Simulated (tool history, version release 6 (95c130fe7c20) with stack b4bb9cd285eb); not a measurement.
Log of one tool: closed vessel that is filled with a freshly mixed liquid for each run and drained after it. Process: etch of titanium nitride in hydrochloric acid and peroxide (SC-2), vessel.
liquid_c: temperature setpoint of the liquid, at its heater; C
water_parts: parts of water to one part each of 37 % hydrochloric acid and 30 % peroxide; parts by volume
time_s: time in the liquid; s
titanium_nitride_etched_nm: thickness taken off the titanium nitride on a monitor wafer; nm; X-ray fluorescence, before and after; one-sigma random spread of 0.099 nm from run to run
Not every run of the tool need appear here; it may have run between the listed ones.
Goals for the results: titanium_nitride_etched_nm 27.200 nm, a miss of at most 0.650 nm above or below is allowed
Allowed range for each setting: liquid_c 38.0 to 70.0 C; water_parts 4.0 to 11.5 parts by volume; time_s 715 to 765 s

run	day	liquid_c	water_parts	time_s	titanium_nitride_etched_nm
1	0.000	54.0	6.5	715	37.402
2	0.029	53.0	6.5	715	34.946
3	0.304	53.0	5.5	715	39.858
4	0.467	58.0	5.5	715	54.998
5	0.621	64.0	5.5	715	79.672
6	0.746	67.5	5.5	715	97.942
7	0.842	64.5	5.5	715	82.234
8	1.096	62.0	5.5	715	70.870
9	1.154	59.5	5.5	715	60.191
10	1.283	59.5	5.5	715	60.126

Consider the 5 candidate settings below. Which is the only one whose results all fall within their allowed miss of target?
A	1.412	52.5	9.0	715	?
B	1.412	52.5	8.5	715	?
C	1.412	41.5	5.5	715	?
D	1.412	52.0	4.5	760	?
E	1.412	62.5	4.5	750	?

move	titanium_nitride_etched_nm
A	26.262
B	27.512
C	18.240
D	45.712
E	88.146
A: carries the result that was furthest off beyond its target, to the other side
B: each result inside its tolerance
C: carries the result that was furthest off beyond its target, to the other side
D: nearer than the last run, and not there yet
E: lands further from the targets than the last run did
So the answer is move B, the one that meets all the targets.

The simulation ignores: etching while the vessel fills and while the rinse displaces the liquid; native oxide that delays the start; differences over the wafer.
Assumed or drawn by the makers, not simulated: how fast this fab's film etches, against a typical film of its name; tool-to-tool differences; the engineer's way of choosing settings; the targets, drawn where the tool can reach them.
